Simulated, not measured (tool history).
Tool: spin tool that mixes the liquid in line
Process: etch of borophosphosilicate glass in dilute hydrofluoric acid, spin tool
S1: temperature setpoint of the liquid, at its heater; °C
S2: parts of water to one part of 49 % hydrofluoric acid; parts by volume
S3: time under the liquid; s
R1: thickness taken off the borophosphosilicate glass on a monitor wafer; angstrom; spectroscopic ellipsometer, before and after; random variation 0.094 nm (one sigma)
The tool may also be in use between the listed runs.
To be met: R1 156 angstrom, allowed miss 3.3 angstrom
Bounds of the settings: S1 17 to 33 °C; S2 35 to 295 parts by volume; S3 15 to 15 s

run	hour	S1	S2	S3	R1
1	0	25	165	15	64.413
2	4.8	25	125	15	87.609
3	8.7	23	125	15	80.548
4	17	23	125	15	80.778
5	21.7	24.5	125	15	86.894
6	27.2	24.5	100	15	111.55
7	34.3	26	100	15	118.64
8	38.8	27.5	100	15	124.92
9	39.9	27.5	100	15	124.97
10	42.8	29	100	15	133.46
11	48.8	30	100	15	136.6
12	54.2	31	100	15	144.33
13	61.6	31.5	100	15	146.24
14	66.1	32	100	15	148.84

4 next moves are on the table. One of them brings every result within its allowed miss. Which?
A	70.6	33	105	15	?
B	70.6	31.5	95	15	?
C	70.6	29	95	15	?
D	70.6	31.5	100	15	?

move	R1
A	144.67
B	153.6
C	139.83
D	144.86
A: further off than the last run
B: meets every target
C: further off than the last run
D: further off than the last run
The right move is B.
